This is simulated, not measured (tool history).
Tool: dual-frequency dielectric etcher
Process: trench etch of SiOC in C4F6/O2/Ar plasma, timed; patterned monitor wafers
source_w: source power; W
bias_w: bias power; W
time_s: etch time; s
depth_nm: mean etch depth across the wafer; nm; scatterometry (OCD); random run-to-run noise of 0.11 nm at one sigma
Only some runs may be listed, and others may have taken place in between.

Run 1, hour 0: source_w 500 W, bias_w 254 W, time_s 12 s. Result: depth_nm 32.895 nm.
Run 2, hour 5.9: source_w 470 W, bias_w 251 W, time_s 12 s. Result: depth_nm 32.141 nm.
Run 3, hour 9.8: source_w 470 W, bias_w 251 W, time_s 12 s. Result: depth_nm 32.075 nm.
Run 4, hour 14.5: source_w 470 W, bias_w 251 W, time_s 11 s. Result: depth_nm 29.081 nm.
Run 5, hour 22.5: source_w 470 W, bias_w 226 W, time_s 11 s. Result: depth_nm 28.093 nm.
Run 6, hour 28.4: source_w 500 W, bias_w 228 W, time_s 11 s. Result: depth_nm 29.27 nm.
Run 7, hour 29.4: source_w 510 W, bias_w 229 W, time_s 11 s. Result: depth_nm 29.507 nm.

Expected results for the next run?
Run 8, hour 34: source_w 520 W, bias_w 230 W, time_s 11 s. Result: depth_nm ?.

Run 8 yielded depth_nm 29.843 nm.
